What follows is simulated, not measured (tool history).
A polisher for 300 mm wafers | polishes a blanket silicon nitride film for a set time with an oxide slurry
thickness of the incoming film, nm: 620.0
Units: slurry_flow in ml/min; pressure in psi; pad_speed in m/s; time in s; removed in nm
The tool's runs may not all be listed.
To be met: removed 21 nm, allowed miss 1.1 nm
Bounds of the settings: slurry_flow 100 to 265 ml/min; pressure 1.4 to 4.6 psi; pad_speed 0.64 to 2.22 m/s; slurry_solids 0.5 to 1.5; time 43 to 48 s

run 1 hour=0 | slurry_flow=170 pressure=3 pad_speed=1.42 slurry_solids=1 time=48 | removed=32.7
run 2 hour=1.7 | slurry_flow=170 pressure=3 pad_speed=1.56 slurry_solids=1 time=48 | removed=37.039
run 3 hour=6 | slurry_flow=170 pressure=2.7 pad_speed=1.56 slurry_solids=1 time=48 | removed=33.911
run 4 hour=7.5 | slurry_flow=170 pressure=2.7 pad_speed=1.56 slurry_solids=1 time=48 | removed=34.539
run 5 hour=8.4 | slurry_flow=170 pressure=2.7 pad_speed=1.56 slurry_solids=1 time=43 | removed=30.158
run 6 hour=16.8 | slurry_flow=170 pressure=2.6 pad_speed=1.56 slurry_solids=1 time=43 | removed=29.573
run 7 hour=19.1 | slurry_flow=170 pressure=2.5 pad_speed=1.56 slurry_solids=1 time=43 | removed=28.869
run 8 hour=19.9 | slurry_flow=170 pressure=2.4 pad_speed=1.56 slurry_solids=1 time=43 | removed=27.583
run 9 hour=27.2 | slurry_flow=170 pressure=2.3 pad_speed=1.56 slurry_solids=1 time=43 | removed=27.437
run 10 hour=30 | slurry_flow=170 pressure=2.2 pad_speed=1.56 slurry_solids=1 time=43 | removed=26.558
run 11 hour=31.5 | slurry_flow=170 pressure=2.1 pad_speed=1.56 slurry_solids=1 time=43 | removed=26.364
run 12 hour=34 | slurry_flow=170 pressure=2 pad_speed=1.54 slurry_solids=1 time=43 | removed=24.769
run 13 hour=40.4 | slurry_flow=170 pressure=1.9 pad_speed=1.54 slurry_solids=1 time=43 | removed=23.746
-- hour=49.2 slurry nozzle cleaned
run 14 hour=49.2 | slurry_flow=170 pressure=1.7 pad_speed=1.52 slurry_solids=1 time=43 | removed=22.932

Which of these 5 next moves meets every target?
run A hour=58 | slurry_flow=150 pressure=1.4 pad_speed=1.4 slurry_solids=1.1 time=48 | removed=?
run B hour=58 | slurry_flow=200 pressure=1.5 pad_speed=1.52 slurry_solids=1.05 time=46 | removed=?
run C hour=58 | slurry_flow=175 pressure=1.7 pad_speed=1.7 slurry_solids=0.8 time=46 | removed=?
run D hour=58 | slurry_flow=155 pressure=1.5 pad_speed=1.74 slurry_solids=0.95 time=48 | removed=?
run E hour=58 | slurry_flow=175 pressure=1.8 pad_speed=1.48 slurry_solids=0.8 time=45 | removed=?

move=A removed=23.008
move=B removed=24.634
move=C removed=22.923
move=D removed=25.816
move=E removed=20.702
A: as far off as the last run
B: further off than the last run
C: as far off as the last run
D: further off than the last run
E: meets every target
Move E is the one to make.

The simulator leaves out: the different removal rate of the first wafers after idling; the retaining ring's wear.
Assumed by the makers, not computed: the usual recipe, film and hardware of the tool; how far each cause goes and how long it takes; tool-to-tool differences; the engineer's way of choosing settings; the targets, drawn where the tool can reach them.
